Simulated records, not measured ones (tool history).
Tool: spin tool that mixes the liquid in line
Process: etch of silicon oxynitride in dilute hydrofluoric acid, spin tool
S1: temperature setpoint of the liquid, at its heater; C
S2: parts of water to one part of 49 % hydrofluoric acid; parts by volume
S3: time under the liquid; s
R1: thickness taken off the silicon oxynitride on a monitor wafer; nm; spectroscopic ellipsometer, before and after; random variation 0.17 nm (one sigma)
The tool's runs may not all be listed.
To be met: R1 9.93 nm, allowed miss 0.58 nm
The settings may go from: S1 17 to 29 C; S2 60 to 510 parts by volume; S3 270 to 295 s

run    day    S1   S2   S3      R1
  1      0    21  285  270  3.3454
  2  0.092    21  285  295  3.6196
  3  0.158  19.5  285  295   3.449
  4  0.296  19.5  355  295  2.7054
  5  0.325  21.5  295  295  3.6353
  6  0.525  21.5  255  295  4.3448
  7  0.779    23  225  295  5.3037
  8  0.821    24  205  295   6.463
  9  1.104    25  200  295  6.5645
 10  1.471  25.5  185  295  7.4855
 11  1.704    26  180  295  8.0379
 12   1.85  26.5  180  295  8.1311
 13  1.958    27  175  295  8.5487
 14   2.25  27.5  170  295  8.9875
 15  2.438    28  170  295  9.1435

Which of these 5 next moves meets every target?
  A  2.625  27.5  175  285   ?
  B  2.625  28.5  180  295   ?
  C  2.625    29  190  290   ?
  D  2.625    28  180  290   ?
  E  2.625  26.5  150  290   ?

move      R1
   A  8.3184
   B  8.7041
   C  8.2089
   D  8.3738
   E   9.653
A: further off than the last run
B: further off than the last run
C: further off than the last run
D: further off than the last run
E: meets every target
The right move is E.
